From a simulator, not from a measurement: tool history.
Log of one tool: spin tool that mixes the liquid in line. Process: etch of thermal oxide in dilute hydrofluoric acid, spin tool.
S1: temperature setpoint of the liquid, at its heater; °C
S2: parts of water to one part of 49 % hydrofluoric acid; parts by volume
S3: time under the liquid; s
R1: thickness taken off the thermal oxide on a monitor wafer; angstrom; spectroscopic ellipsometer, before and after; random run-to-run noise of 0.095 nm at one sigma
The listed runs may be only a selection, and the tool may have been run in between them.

run 1 hour=0.0 | S1=22.0 S2=155 S3=310 | R1=79.187
run 2 hour=3.5 | S1=24.0 S2=135 S3=310 | R1=101.120
run 3 hour=8.6 | S1=24.0 S2=135 S3=330 | R1=107.870
run 4 hour=13.1 | S1=25.5 S2=120 S3=330 | R1=130.680
run 5 hour=18.5 | S1=25.5 S2=175 S3=330 | R1=83.722
run 6 hour=24.3 | S1=26.5 S2=150 S3=330 | R1=105.550
run 7 hour=31.8 | S1=26.5 S2=150 S3=330 | R1=105.010
run 8 hour=35.9 | S1=27.5 S2=130 S3=330 | R1=129.740
run 9 hour=39.9 | S1=28.0 S2=120 S3=330 | R1=143.770
run 10 hour=42.3 | S1=28.5 S2=110 S3=330 | R1=163.130
run 11 hour=49.7 | S1=29.0 S2=105 S3=330 | R1=173.720
run 12 hour=53.1 | S1=29.0 S2=105 S3=330 | R1=173.340

What does the tool deliver on the next run?
run 13 hour=59.2 | S1=29.5 S2=100 S3=330 | R1=?

{"run 13": {"R1": 188.33}}
